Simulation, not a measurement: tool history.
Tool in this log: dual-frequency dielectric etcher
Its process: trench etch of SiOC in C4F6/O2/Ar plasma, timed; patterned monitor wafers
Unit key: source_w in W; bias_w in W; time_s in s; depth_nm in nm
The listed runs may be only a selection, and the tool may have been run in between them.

{"run": 1, "day": 0.0, "source_w": 450, "bias_w": 143, "time_s": 18, "depth_nm": 36.487}
{"run": 2, "day": 0.346, "source_w": 370, "bias_w": 143, "time_s": 18, "depth_nm": 32.788}
{"run": 3, "day": 0.408, "source_w": 310, "bias_w": 143, "time_s": 18, "depth_nm": 29.266}
{"run": 4, "day": 0.762, "source_w": 370, "bias_w": 145, "time_s": 18, "depth_nm": 32.608}
{"run": 5, "day": 1.0, "source_w": 410, "bias_w": 146, "time_s": 18, "depth_nm": 34.928}
{"run": 6, "day": 1.292, "source_w": 440, "bias_w": 147, "time_s": 18, "depth_nm": 36.345}

The next listed run, before its measurement:
{"run": 7, "day": 1.642, "source_w": 460, "bias_w": 148, "time_s": 18, "depth_nm": "?"}

{"run 7": {"depth_nm": 37.071}}
